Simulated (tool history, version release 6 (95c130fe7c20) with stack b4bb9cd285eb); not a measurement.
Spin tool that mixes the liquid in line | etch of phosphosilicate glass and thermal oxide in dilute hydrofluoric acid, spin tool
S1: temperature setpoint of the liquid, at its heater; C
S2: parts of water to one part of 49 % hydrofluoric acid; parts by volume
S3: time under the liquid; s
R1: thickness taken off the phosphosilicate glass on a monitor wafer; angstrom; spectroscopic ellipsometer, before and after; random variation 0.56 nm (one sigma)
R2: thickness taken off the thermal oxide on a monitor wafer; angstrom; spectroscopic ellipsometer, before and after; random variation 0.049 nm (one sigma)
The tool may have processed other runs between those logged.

| run | day | S1 | S2 | S3 | R1 | R2 |
|---|---|---|---|---|---|---|
| 1 | 0.000 | 25.0 | 235 | 180 | 505.24 | 32.992 |
| 2 | 0.108 | 26.0 | 235 | 180 | 532.50 | 34.831 |
| 3 | 0.304 | 26.0 | 190 | 180 | 687.35 | 44.795 |
| 4 | 0.642 | 25.5 | 190 | 180 | 676.08 | 44.373 |
| 5 | 0.683 | 29.0 | 190 | 180 | 760.67 | 49.937 |
| 6 | 0.829 | 27.5 | 190 | 180 | 736.05 | 47.729 |

For run 7, what comes out?
|  | 1.104 | hydrofluoric acid flow meter replaced |
| 7 | 1.104 | 27.5 | 190 | 180 | ? | ? |

Run 7 measured R1 679.97 angstrom, R2 42.948 angstrom.
